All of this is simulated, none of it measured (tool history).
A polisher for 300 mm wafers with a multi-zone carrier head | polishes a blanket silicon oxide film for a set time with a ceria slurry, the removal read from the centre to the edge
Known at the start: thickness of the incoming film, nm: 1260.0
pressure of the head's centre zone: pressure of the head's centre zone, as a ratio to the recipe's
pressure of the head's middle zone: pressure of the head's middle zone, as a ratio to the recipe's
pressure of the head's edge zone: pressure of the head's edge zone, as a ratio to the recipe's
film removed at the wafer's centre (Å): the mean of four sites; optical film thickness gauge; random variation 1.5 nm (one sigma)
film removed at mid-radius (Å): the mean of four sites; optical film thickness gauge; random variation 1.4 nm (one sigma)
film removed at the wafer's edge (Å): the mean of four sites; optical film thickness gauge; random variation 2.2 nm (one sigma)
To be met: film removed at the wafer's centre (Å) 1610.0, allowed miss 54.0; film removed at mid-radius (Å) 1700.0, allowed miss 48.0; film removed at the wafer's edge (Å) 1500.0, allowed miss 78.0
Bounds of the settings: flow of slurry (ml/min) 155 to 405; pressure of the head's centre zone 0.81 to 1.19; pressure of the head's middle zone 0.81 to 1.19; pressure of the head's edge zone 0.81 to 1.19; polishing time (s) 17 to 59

run	hour	flow of slurry (ml/min)	pressure of the head's centre zone	pressure of the head's middle zone	pressure of the head's edge zone	polishing time (s)	film removed at the wafer's centre (Å)	film removed at mid-radius (Å)	film removed at the wafer's edge (Å)
1	0.0	260	1.00	1.00	1.00	38	2151.9	2237.6	2216.9
2	8.0	265	1.00	1.01	0.95	34	1938.6	2005.8	1926.1
3	14.6	265	0.99	1.02	0.91	32	1793.3	1898.0	1768.6
4	19.1	260	0.99	1.02	0.88	31	1730.3	1825.6	1670.4
5	24.0	260	1.02	1.02	0.88	31	1777.7	1824.7	1758.1
6	27.3	280	0.98	0.99	0.86	31	1733.6	1806.0	1717.2
7	28.8	260	0.99	1.01	0.84	30	1663.9	1769.9	1584.2
8	34.9	250	0.99	1.00	0.83	30	1683.0	1729.4	1600.4

Which of these 5 next moves meets every target?
A	41.0	245	1.02	1.00	0.86	30	?	?	?
B	41.0	245	1.04	0.92	0.91	30	?	?	?
C	41.0	265	1.01	0.88	0.96	30	?	?	?
D	41.0	235	1.01	1.05	0.81	28	?	?	?
E	41.0	285	1.01	0.95	0.90	30	?	?	?

move	film removed at the wafer's centre (Å)	film removed at mid-radius (Å)	film removed at the wafer's edge (Å)
A	1741.8	1741.9	1631.4
B	1775.2	1624.0	1669.6
C	1739.5	1578.6	1717.8
D	1601.8	1686.6	1482.2
E	1754.6	1695.0	1681.7
A: further off than the last run
B: further off than the last run
C: further off than the last run
D: meets every target
E: further off than the last run
The right move is D.

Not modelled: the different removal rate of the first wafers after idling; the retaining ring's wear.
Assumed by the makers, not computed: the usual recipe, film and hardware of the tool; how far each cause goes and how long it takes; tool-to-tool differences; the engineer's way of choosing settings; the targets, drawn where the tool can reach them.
